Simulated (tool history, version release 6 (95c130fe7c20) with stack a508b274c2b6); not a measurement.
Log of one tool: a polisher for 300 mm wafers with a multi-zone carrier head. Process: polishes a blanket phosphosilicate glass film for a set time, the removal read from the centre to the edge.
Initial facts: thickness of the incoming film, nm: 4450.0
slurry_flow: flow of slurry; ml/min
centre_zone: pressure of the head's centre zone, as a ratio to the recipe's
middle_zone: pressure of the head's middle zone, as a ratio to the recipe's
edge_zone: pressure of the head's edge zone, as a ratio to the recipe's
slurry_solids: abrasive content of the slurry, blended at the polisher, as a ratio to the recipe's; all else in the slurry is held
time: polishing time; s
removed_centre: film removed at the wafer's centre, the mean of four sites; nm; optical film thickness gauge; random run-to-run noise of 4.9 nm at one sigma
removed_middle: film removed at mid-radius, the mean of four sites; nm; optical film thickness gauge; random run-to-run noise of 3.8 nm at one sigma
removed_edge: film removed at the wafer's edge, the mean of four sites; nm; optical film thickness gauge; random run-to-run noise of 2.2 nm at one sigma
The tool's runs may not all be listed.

{"run": 1, "day": 0.0, "slurry_flow": 205, "centre_zone": 1.0, "middle_zone": 1.0, "edge_zone": 1.0, "slurry_solids": 1.0, "time": 57, "removed_centre": 325.33, "removed_middle": 320.74, "removed_edge": 320.25}
{"run": 2, "day": 0.292, "slurry_flow": 155, "centre_zone": 1.0, "middle_zone": 1.0, "edge_zone": 1.0, "slurry_solids": 1.0, "time": 57, "removed_centre": 308.58, "removed_middle": 314.53, "removed_edge": 314.44}
{"run": 3, "day": 0.429, "slurry_flow": 155, "centre_zone": 1.0, "middle_zone": 1.0, "edge_zone": 1.0, "slurry_solids": 1.0, "time": 51, "removed_centre": 275.42, "removed_middle": 282.9, "removed_edge": 282.31}
{"run": 4, "day": 0.471, "slurry_flow": 165, "centre_zone": 1.02, "middle_zone": 1.04, "edge_zone": 1.02, "slurry_solids": 1.05, "time": 51, "removed_centre": 296.07, "removed_middle": 300.21, "removed_edge": 291.11}
{"run": 5, "day": 0.821, "slurry_flow": 215, "centre_zone": 1.02, "middle_zone": 1.04, "edge_zone": 1.02, "slurry_solids": 1.05, "time": 51, "removed_centre": 299.79, "removed_middle": 309.92, "removed_edge": 295.79}
{"run": 6, "day": 1.138, "slurry_flow": 215, "centre_zone": 1.03, "middle_zone": 1.06, "edge_zone": 1.04, "slurry_solids": 1.1, "time": 51, "removed_centre": 299.66, "removed_middle": 314.76, "removed_edge": 304.93}
{"run": 7, "day": 1.417, "slurry_flow": 220, "centre_zone": 1.05, "middle_zone": 1.08, "edge_zone": 1.04, "slurry_solids": 1.15, "time": 51, "removed_centre": 317.45, "removed_middle": 326.75, "removed_edge": 309.49}

Run 8, settings as shown, results not yet in. Your forecast:
{"run": 8, "day": 1.546, "slurry_flow": 225, "centre_zone": 1.06, "middle_zone": 1.1, "edge_zone": 1.05, "slurry_solids": 1.2, "time": 51, "removed_centre": "?", "removed_middle": "?", "removed_edge": "?"}

Run 8 measured removed_centre 328.65 nm, removed_middle 338.95 nm, removed_edge 316.47 nm.
